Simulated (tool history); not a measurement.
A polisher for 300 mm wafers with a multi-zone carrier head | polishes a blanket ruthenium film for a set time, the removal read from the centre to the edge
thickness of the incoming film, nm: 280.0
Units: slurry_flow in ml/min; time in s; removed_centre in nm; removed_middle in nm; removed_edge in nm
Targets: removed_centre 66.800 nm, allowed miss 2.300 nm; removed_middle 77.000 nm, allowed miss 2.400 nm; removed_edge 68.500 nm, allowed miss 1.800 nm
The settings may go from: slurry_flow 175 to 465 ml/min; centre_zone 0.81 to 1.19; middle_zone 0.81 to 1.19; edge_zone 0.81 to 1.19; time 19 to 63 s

run	hour	slurry_flow	centre_zone	middle_zone	edge_zone	time	removed_centre	removed_middle	removed_edge
1	0.0	295	1.00	1.00	1.00	41	61.009	61.153	61.000
2	2.9	305	1.01	1.04	1.03	41	62.361	62.359	61.970
3	8.1	305	1.01	1.04	1.03	50	74.600	75.821	75.349
4	15.0	305	1.01	1.04	1.03	43	64.699	66.907	65.332
5	18.9	305	1.01	1.10	1.03	43	63.953	67.824	65.128
6	21.6	320	1.01	1.12	1.02	44	66.520	71.604	66.374
7	26.3	330	1.00	1.14	1.02	44	65.677	72.432	66.008
8	28.6	335	1.00	1.15	1.03	44	65.484	73.032	66.984
9	30.3	345	1.00	1.16	1.03	44	65.231	73.287	67.392
10	35.5	345	1.00	1.17	1.03	44	65.503	73.502	67.142

5 next moves are on the table. One of them brings every result within its allowed miss. Which?
A	40.7	360	0.98	1.19	0.87	46	?	?	?
B	40.7	390	1.03	1.01	1.08	44	?	?	?
C	40.7	305	1.03	1.19	1.01	44	?	?	?
D	40.7	340	0.98	1.19	1.02	46	?	?	?
E	40.7	300	0.88	1.19	0.82	49	?	?	?

move	removed_centre	removed_middle	removed_edge
A	67.824	78.099	64.164
B	68.591	68.295	68.438
C	67.221	73.689	65.151
D	67.498	77.743	68.905
E	63.777	82.034	65.830
A: brings the result that was furthest off to its target, and leaves another outside
B: further off than the last run
C: further off than the last run
D: meets every target
E: takes the result that was furthest off past its target
The right move is D.
